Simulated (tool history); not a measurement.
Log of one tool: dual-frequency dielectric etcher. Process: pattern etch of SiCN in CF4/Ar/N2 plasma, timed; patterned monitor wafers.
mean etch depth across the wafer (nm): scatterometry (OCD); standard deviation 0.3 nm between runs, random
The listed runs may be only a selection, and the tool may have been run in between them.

run  hour  source power (kW)  bias power (kW)  Ar flow (sccm)  CF4 flow (sccm)  etch time (s)  mean etch depth across the wafer (nm)
  1     0               0.47            0.076             139               76            120                                 102.75
  2   4.6               0.45            0.076             139               76            120                                 98.404
  3  10.6               0.44            0.076             139               76            120                                 95.449
  4  14.8               0.44            0.076             148               76            120                                 95.187
  5  18.8               0.44            0.076             148               76            125                                 98.712
  6  23.1               0.48            0.076             148               76            125                                 108.81
  7  30.4               0.45            0.076             148               76            125                                 101.01
       36  -- CF4 flow controller replaced
  8    36               0.43            0.076             148               76            125                                 97.288
  9  38.5               0.42            0.076             148               76            125                                  95.06
 10  43.1               0.41            0.076             148               76            125                                 92.543

Estimate the outcome of run 11 from the log above:
 11    50                0.4            0.076             148               76            125                                      ?

Run 11 measured mean etch depth across the wafer (nm) 89.959.
